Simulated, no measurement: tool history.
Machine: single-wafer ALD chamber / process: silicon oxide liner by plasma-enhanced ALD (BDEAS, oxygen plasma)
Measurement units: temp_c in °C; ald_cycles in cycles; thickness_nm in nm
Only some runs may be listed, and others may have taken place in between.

| run | hour | temp_c | ald_cycles | thickness_nm |
|---|---|---|---|---|
| 1 | 0.0 | 320 | 31 | 2.7679 |
| 2 | 6.7 | 320 | 32 | 2.8640 |
| 3 | 10.6 | 320 | 33 | 2.9530 |
| 4 | 18.1 | 330 | 33 | 2.9215 |
| 5 | 25.0 | 330 | 31 | 2.7469 |
| 6 | 29.4 | 330 | 29 | 2.5744 |
| 7 | 36.3 | 330 | 31 | 2.7398 |
| 8 | 39.9 | 330 | 33 | 2.8865 |

Expected results for the next run?
| 9 | 41.2 | 328 | 34 | ? |

{"run 9": {"thickness_nm": 3.0056}}

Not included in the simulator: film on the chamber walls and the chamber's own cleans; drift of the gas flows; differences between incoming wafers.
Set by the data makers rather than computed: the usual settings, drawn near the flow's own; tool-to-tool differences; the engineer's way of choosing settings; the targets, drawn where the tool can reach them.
